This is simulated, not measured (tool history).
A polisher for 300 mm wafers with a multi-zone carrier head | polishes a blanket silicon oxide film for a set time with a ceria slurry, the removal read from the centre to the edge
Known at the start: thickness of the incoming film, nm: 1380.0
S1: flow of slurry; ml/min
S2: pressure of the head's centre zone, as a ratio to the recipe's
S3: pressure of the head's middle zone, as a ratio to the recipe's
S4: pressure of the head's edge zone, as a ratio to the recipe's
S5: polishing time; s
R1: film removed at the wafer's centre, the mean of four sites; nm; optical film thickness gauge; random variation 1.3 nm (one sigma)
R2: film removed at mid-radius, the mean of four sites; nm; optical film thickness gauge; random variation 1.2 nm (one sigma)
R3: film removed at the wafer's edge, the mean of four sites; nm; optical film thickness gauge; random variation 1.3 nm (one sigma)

{"run": 1, "hour": 0.0, "S1": 125, "S2": 1, "S3": 1, "S4": 1, "S5": 36, "R1": 187.05, "R2": 192.02, "R3": 177.57}
{"run": 2, "hour": 8.2, "S1": 105, "S2": 1, "S3": 1, "S4": 1, "S5": 36, "R1": 179.47, "R2": 179.97, "R3": 173.36}
{"run": 3, "hour": 9.0, "S1": 90, "S2": 1, "S3": 1, "S4": 1, "S5": 36, "R1": 165.08, "R2": 172.74, "R3": 167.63}
{"run": 4, "hour": 17.5, "S1": 90, "S2": 1.01, "S3": 1, "S4": 0.98, "S5": 36, "R1": 165.65, "R2": 171.65, "R3": 165.55}
{"run": 5, "hour": 22.7, "S1": 90, "S2": 1.01, "S3": 1, "S4": 0.98, "S5": 44, "R1": 207.33, "R2": 214.24, "R3": 204.23}
{"run": 6, "hour": 23.4, "S1": 90, "S2": 1.02, "S3": 1, "S4": 0.96, "S5": 43, "R1": 201.53, "R2": 207.94, "R3": 195.15}
{"run": 7, "hour": 32.1, "S1": 90, "S2": 1.03, "S3": 0.99, "S4": 0.94, "S5": 42, "R1": 198.52, "R2": 199.79, "R3": 188.88}
{"run": 8, "hour": 34.2, "S1": 90, "S2": 1.04, "S3": 0.99, "S4": 0.92, "S5": 41, "R1": 194.82, "R2": 193.47, "R3": 185.12}

Run 9 comes next. What will it give?
{"run": 9, "hour": 39.5, "S1": 95, "S2": 1.05, "S3": 1, "S4": 0.91, "S5": 40, "R1": "?", "R2": "?", "R3": "?"}

Run 9 gave R1 194.18 nm, R2 193.62 nm, R3 181.1 nm.
